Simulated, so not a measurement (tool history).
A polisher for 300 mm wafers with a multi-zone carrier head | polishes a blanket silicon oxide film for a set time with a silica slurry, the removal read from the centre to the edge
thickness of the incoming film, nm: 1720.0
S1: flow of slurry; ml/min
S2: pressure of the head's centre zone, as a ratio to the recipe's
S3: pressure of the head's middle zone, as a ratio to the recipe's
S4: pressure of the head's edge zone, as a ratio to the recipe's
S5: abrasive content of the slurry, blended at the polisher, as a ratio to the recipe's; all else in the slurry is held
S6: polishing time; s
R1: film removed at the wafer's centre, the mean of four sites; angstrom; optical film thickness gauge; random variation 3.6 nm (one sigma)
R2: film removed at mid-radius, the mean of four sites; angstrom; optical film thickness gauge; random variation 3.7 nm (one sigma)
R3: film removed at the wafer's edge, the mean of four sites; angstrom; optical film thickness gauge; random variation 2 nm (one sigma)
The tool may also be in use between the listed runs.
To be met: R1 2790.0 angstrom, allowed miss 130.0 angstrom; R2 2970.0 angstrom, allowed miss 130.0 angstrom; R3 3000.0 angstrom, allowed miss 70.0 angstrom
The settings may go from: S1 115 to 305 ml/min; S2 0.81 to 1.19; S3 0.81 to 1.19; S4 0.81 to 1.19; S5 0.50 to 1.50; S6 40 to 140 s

{"run": 1, "hour": 0.0, "S1": 195, "S2": 1.0, "S3": 1.0, "S4": 1.0, "S5": 1.0, "S6": 90, "R1": 3349.9, "R2": 3390.0, "R3": 3503.2}
{"run": 2, "hour": 6.0, "S1": 185, "S2": 0.97, "S3": 0.99, "S4": 0.96, "S5": 0.95, "S6": 90, "R1": 3252.4, "R2": 3296.1, "R3": 3349.6}
{"run": 3, "hour": 6.6, "S1": 175, "S2": 0.94, "S3": 0.98, "S4": 0.94, "S5": 0.9, "S6": 90, "R1": 3017.6, "R2": 2991.7, "R3": 3167.4}
{"run": 4, "hour": 13.4, "S1": 175, "S2": 0.94, "S3": 0.93, "S4": 0.94, "S5": 0.9, "S6": 90, "R1": 2999.8, "R2": 2963.9, "R3": 3208.5}
{"run": 5, "hour": 14.6, "S1": 165, "S2": 0.92, "S3": 0.96, "S4": 0.93, "S5": 0.9, "S6": 90, "R1": 2849.5, "R2": 2936.1, "R3": 3200.7}
{"run": 6, "hour": 20.0, "S1": 165, "S2": 0.88, "S3": 0.96, "S4": 0.93, "S5": 0.9, "S6": 90, "R1": 2786.9, "R2": 2972.0, "R3": 3167.6}
{"run": 7, "hour": 21.3, "S1": 165, "S2": 0.88, "S3": 0.97, "S4": 0.91, "S5": 0.9, "S6": 90, "R1": 2855.5, "R2": 3039.7, "R3": 3159.1}
{"run": 8, "hour": 24.3, "S1": 140, "S2": 0.88, "S3": 0.97, "S4": 0.85, "S5": 0.85, "S6": 90, "R1": 2614.5, "R2": 2778.4, "R3": 2951.6}

Which of these 4 next moves meets every target?
{"run": "A", "hour": 27.3, "S1": 165, "S2": 0.91, "S3": 1.0, "S4": 0.89, "S5": 0.8, "S6": 92, "R1": "?", "R2": "?", "R3": "?"}
{"run": "B", "hour": 27.3, "S1": 115, "S2": 0.81, "S3": 1.05, "S4": 0.93, "S5": 0.85, "S6": 93, "R1": "?", "R2": "?", "R3": "?"}
{"run": "C", "hour": 27.3, "S1": 165, "S2": 0.81, "S3": 1.09, "S4": 0.86, "S5": 0.85, "S6": 87, "R1": "?", "R2": "?", "R3": "?"}
{"run": "D", "hour": 27.3, "S1": 115, "S2": 0.86, "S3": 0.98, "S4": 0.87, "S5": 0.95, "S6": 88, "R1": "?", "R2": "?", "R3": "?"}

move=A R1=2751.3 R2=3045.2 R3=2991.9
move=B R1=2411.9 R2=3038.6 R3=2973.4
move=C R1=2501.2 R2=3211.9 R3=2901.9
move=D R1=2520.7 R2=2883.4 R3=2941.2
A: meets every target
B: brings the result that was furthest off to its target, and leaves another outside
C: takes the result that was furthest off past its target
D: brings the result that was furthest off to its target, and leaves another outside
Answer: A
